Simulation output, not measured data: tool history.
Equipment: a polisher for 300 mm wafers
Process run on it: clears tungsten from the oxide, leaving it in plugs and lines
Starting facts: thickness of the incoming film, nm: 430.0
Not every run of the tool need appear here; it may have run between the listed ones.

run  hour  flow of slurry (ml/min)  pressure of the wafer on the pad (kPa)  speed of the pad under the wafer (cm/s)  abrasive content of the slurry  overpolish time after the end point (s)  time until the end point was called (s)
  1   0.0                      250                                    28.3                                      102                             1.0                                       25                                  106.700
  2   7.5                      250                                    28.3                                      102                             1.0                                       25                                  104.700
  3   9.3                      250                                    28.3                                      102                             1.2                                       25                                  102.060
  4  14.4                      250                                    31.0                                      102                             1.2                                       25                                   95.201
  5  21.2                      255                                    35.2                                      114                             1.2                                       25                                   77.337
  6  25.0                      260                                    37.9                                      124                             1.2                                       25                                   66.977
  7  26.0                      260                                    40.0                                      132                             1.2                                       25                                   62.271
  8  33.8                      265                                    41.4                                      142                             1.2                                       25                                   55.054
     42.4  -- slurry tank refilled with fresh slurry and peroxide
  9  42.4                      265                                    43.4                                      154                             1.2                                       25                                   38.795
 10  48.5                      265                                    41.4                                      152                             1.2                                       25                                   41.746
 11  53.5                      265                                    41.4                                      150                             1.2                                       25                                   40.469
 12  62.3                      265                                    41.4                                      148                             1.2                                       25                                   43.216
 13  68.0                      265                                    41.4                                      146                             1.2                                       25                                   43.549
 14  72.6                      260                                    40.7                                      144                             1.2                                       25                                   45.546
 15  74.1                      265                                    40.7                                      144                             1.2                                       25                                   45.099

Predict the results of run 16:
 16  81.8                      260                                    40.7                                      144                             1.2                                       25                                        ?

{"run 16": {"time until the end point was called (s)": 43.768}}

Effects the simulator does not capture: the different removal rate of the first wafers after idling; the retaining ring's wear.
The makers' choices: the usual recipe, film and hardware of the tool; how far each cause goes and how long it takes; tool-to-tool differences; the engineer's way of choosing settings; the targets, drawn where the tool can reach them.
